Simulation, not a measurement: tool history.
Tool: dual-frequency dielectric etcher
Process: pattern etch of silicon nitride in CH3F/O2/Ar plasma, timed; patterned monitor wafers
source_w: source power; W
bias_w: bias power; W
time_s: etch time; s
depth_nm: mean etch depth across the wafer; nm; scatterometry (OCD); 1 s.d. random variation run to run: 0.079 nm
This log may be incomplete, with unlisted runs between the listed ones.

run	day	source_w	bias_w	time_s	depth_nm
1	0.000	450	53	35	22.379
2	0.271	400	53	35	21.311
3	0.358	430	54	35	22.039
4	0.408	430	45	35	20.726
5	0.712	460	46	35	21.299
6	0.996	460	46	35	21.349
7	1.029	490	47	35	22.004
8	1.338	510	48	35	22.607
9	1.658	530	49	35	23.132
10	1.833	540	50	35	23.383
11	1.942	550	51	35	23.740

Predict the results of run 12:
12	2.171	560	51	35	?

depth_nm: 23.947 nm

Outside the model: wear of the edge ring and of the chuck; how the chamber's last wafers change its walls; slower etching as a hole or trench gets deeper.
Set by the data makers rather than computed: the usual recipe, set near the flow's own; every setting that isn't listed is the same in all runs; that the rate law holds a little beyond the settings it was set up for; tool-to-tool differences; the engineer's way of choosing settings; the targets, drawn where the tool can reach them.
